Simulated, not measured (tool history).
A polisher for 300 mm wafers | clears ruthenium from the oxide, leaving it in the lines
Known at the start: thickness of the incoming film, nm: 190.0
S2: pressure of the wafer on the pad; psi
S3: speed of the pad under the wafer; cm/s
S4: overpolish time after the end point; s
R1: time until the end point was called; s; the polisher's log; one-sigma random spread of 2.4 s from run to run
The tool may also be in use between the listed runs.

{"run": 1, "day": 0.0, "flow of slurry (ml/min)": 230, "S2": 2.4, "S3": 124, "S4": 14, "R1": 150.57}
{"run": 2, "day": 0.325, "flow of slurry (ml/min)": 230, "S2": 2.2, "S3": 124, "S4": 14, "R1": 160.84}
{"run": 3, "day": 0.562, "flow of slurry (ml/min)": 230, "S2": 2.0, "S3": 124, "S4": 14, "R1": 175.59}
{"run": 4, "day": 0.658, "flow of slurry (ml/min)": 270, "S2": 2.0, "S3": 124, "S4": 14, "R1": 171.01}
{"run": 5, "day": 0.771, "flow of slurry (ml/min)": 270, "S2": 2.0, "S3": 148, "S4": 14, "R1": 143.61}
{"run": 6, "day": 0.95, "flow of slurry (ml/min)": 270, "S2": 2.0, "S3": 120, "S4": 14, "R1": 175.23}
{"day": 1.096, "done": "worn pad replaced by a new one"}
{"run": 7, "day": 1.096, "flow of slurry (ml/min)": 265, "S2": 1.8, "S3": 120, "S4": 14, "R1": 181.27}
{"run": 8, "day": 1.35, "flow of slurry (ml/min)": 260, "S2": 1.7, "S3": 116, "S4": 14, "R1": 201.91}
{"run": 9, "day": 1.621, "flow of slurry (ml/min)": 260, "S2": 1.7, "S3": 116, "S4": 14, "R1": 198.62}
{"run": 10, "day": 1.8, "flow of slurry (ml/min)": 255, "S2": 1.6, "S3": 116, "S4": 14, "R1": 214.93}
{"run": 11, "day": 2.154, "flow of slurry (ml/min)": 245, "S2": 1.6, "S3": 116, "S4": 14, "R1": 212.42}
{"run": 12, "day": 2.354, "flow of slurry (ml/min)": 245, "S2": 1.6, "S3": 116, "S4": 14, "R1": 214.1}
{"run": 13, "day": 2.717, "flow of slurry (ml/min)": 235, "S2": 1.6, "S3": 116, "S4": 14, "R1": 214.41}
{"run": 14, "day": 2.879, "flow of slurry (ml/min)": 235, "S2": 1.6, "S3": 116, "S4": 14, "R1": 213.63}
{"run": 15, "day": 3.254, "flow of slurry (ml/min)": 230, "S2": 1.2, "S3": 116, "S4": 14, "R1": 265.03}
{"run": 16, "day": 3.492, "flow of slurry (ml/min)": 235, "S2": 1.2, "S3": 116, "S4": 14, "R1": 269.63}
{"run": 17, "day": 3.733, "flow of slurry (ml/min)": 240, "S2": 1.2, "S3": 116, "S4": 14, "R1": 269.04}

Forecast run 18:
{"run": 18, "day": 3.8, "flow of slurry (ml/min)": 245, "S2": 1.2, "S3": 116, "S4": 14, "R1": "?"}

R1: 267.63 s

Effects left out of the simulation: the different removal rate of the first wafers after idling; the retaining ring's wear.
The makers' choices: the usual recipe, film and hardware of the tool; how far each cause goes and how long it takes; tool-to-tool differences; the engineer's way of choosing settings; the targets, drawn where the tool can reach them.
